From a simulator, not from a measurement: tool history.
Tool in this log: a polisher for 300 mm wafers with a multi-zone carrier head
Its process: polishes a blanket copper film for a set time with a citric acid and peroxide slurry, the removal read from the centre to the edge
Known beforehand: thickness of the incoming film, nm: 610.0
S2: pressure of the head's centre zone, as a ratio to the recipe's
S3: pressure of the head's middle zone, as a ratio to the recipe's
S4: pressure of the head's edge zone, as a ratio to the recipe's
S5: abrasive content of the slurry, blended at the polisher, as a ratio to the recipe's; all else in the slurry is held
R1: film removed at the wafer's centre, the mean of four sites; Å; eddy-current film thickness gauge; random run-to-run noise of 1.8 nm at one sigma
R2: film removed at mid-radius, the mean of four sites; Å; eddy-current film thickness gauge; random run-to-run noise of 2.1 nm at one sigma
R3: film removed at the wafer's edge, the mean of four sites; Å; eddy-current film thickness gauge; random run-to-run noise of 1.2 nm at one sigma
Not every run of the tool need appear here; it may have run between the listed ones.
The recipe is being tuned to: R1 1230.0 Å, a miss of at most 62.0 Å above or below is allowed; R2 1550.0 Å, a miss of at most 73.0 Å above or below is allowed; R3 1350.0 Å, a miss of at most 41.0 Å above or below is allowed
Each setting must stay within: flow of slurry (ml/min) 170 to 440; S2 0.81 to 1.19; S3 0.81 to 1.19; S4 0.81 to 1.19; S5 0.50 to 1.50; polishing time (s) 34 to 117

{"run": 1, "hour": 0.0, "flow of slurry (ml/min)": 280, "S2": 1.0, "S3": 1.0, "S4": 1.0, "S5": 1.0, "polishing time (s)": 75, "R1": 2128.0, "R2": 2073.6, "R3": 2092.3}
{"run": 2, "hour": 2.9, "flow of slurry (ml/min)": 280, "S2": 1.0, "S3": 1.0, "S4": 0.94, "S5": 1.0, "polishing time (s)": 75, "R1": 2042.8, "R2": 2052.5, "R3": 2041.7}
{"run": 3, "hour": 4.4, "flow of slurry (ml/min)": 280, "S2": 1.0, "S3": 1.0, "S4": 0.94, "S5": 1.0, "polishing time (s)": 87, "R1": 2435.8, "R2": 2373.0, "R3": 2410.6}
{"run": 4, "hour": 12.2, "flow of slurry (ml/min)": 280, "S2": 1.0, "S3": 1.0, "S4": 0.94, "S5": 0.9, "polishing time (s)": 87, "R1": 2308.6, "R2": 2338.0, "R3": 2307.3}
{"run": 5, "hour": 16.0, "flow of slurry (ml/min)": 280, "S2": 1.0, "S3": 1.0, "S4": 0.91, "S5": 0.9, "polishing time (s)": 87, "R1": 2285.1, "R2": 2246.2, "R3": 2277.8}
{"run": 6, "hour": 16.6, "flow of slurry (ml/min)": 280, "S2": 0.99, "S3": 1.01, "S4": 0.9, "S5": 0.85, "polishing time (s)": 84, "R1": 2210.3, "R2": 2226.6, "R3": 2170.4}
{"run": 7, "hour": 21.4, "flow of slurry (ml/min)": 275, "S2": 0.97, "S3": 1.01, "S4": 0.9, "S5": 0.8, "polishing time (s)": 81, "R1": 1968.2, "R2": 2049.9, "R3": 2018.9}
{"run": 8, "hour": 24.0, "flow of slurry (ml/min)": 275, "S2": 0.96, "S3": 1.02, "S4": 0.89, "S5": 0.75, "polishing time (s)": 79, "R1": 1904.1, "R2": 2007.0, "R3": 1953.6}
{"run": 9, "hour": 31.3, "flow of slurry (ml/min)": 275, "S2": 0.95, "S3": 1.03, "S4": 0.88, "S5": 0.7, "polishing time (s)": 77, "R1": 1798.0, "R2": 1931.2, "R3": 1823.1}
{"run": 10, "hour": 35.3, "flow of slurry (ml/min)": 250, "S2": 0.85, "S3": 1.04, "S4": 0.82, "S5": 0.5, "polishing time (s)": 63, "R1": 1188.0, "R2": 1378.6, "R3": 1265.5}
{"run": 11, "hour": 43.6, "flow of slurry (ml/min)": 250, "S2": 0.85, "S3": 1.04, "S4": 0.82, "S5": 0.5, "polishing time (s)": 63, "R1": 1134.7, "R2": 1442.4, "R3": 1284.4}
{"run": 12, "hour": 45.6, "flow of slurry (ml/min)": 255, "S2": 0.85, "S3": 1.04, "S4": 0.82, "S5": 0.5, "polishing time (s)": 63, "R1": 1161.8, "R2": 1400.8, "R3": 1260.5}
{"run": 13, "hour": 49.8, "flow of slurry (ml/min)": 255, "S2": 0.85, "S3": 1.05, "S4": 0.83, "S5": 0.5, "polishing time (s)": 63, "R1": 1178.6, "R2": 1424.2, "R3": 1284.5}
{"run": 14, "hour": 55.5, "flow of slurry (ml/min)": 255, "S2": 0.85, "S3": 1.06, "S4": 0.83, "S5": 0.5, "polishing time (s)": 63, "R1": 1173.2, "R2": 1453.2, "R3": 1277.5}
{"run": 15, "hour": 56.5, "flow of slurry (ml/min)": 260, "S2": 0.85, "S3": 1.06, "S4": 0.84, "S5": 0.5, "polishing time (s)": 63, "R1": 1156.2, "R2": 1449.4, "R3": 1307.5}
{"run": 16, "hour": 58.5, "flow of slurry (ml/min)": 265, "S2": 0.85, "S3": 1.06, "S4": 0.84, "S5": 0.5, "polishing time (s)": 63, "R1": 1171.5, "R2": 1490.0, "R3": 1302.6}
{"run": 17, "hour": 65.8, "flow of slurry (ml/min)": 270, "S2": 0.85, "S3": 1.06, "S4": 0.84, "S5": 0.5, "polishing time (s)": 63, "R1": 1171.2, "R2": 1447.6, "R3": 1291.2}

Consider the 4 candidate settings below. Which is the only one whose results all fall within their allowed miss of target?
{"run": "A", "hour": 73.1, "flow of slurry (ml/min)": 210, "S2": 0.83, "S3": 1.03, "S4": 0.89, "S5": 0.5, "polishing time (s)": 65, "R1": "?", "R2": "?", "R3": "?"}
{"run": "B", "hour": 73.1, "flow of slurry (ml/min)": 225, "S2": 0.88, "S3": 1.11, "S4": 0.81, "S5": 0.5, "polishing time (s)": 63, "R1": "?", "R2": "?", "R3": "?"}
{"run": "C", "hour": 73.1, "flow of slurry (ml/min)": 170, "S2": 0.86, "S3": 1.09, "S4": 0.81, "S5": 0.6, "polishing time (s)": 66, "R1": "?", "R2": "?", "R3": "?"}
{"run": "D", "hour": 73.1, "flow of slurry (ml/min)": 310, "S2": 0.89, "S3": 1.15, "S4": 0.81, "S5": 0.5, "polishing time (s)": 58, "R1": "?", "R2": "?", "R3": "?"}

move=A R1=1149.5 R2=1435.4 R3=1353.6
move=B R1=1196.7 R2=1498.6 R3=1266.7
move=C R1=1231.9 R2=1563.9 R3=1360.7
move=D R1=1164.6 R2=1479.9 R3=1201.0
A: brings the result that was furthest off to its target, and leaves another outside
B: moves away from the targets compared with the last run
C: each result inside its tolerance
D: moves away from the targets compared with the last run
The right move is C.

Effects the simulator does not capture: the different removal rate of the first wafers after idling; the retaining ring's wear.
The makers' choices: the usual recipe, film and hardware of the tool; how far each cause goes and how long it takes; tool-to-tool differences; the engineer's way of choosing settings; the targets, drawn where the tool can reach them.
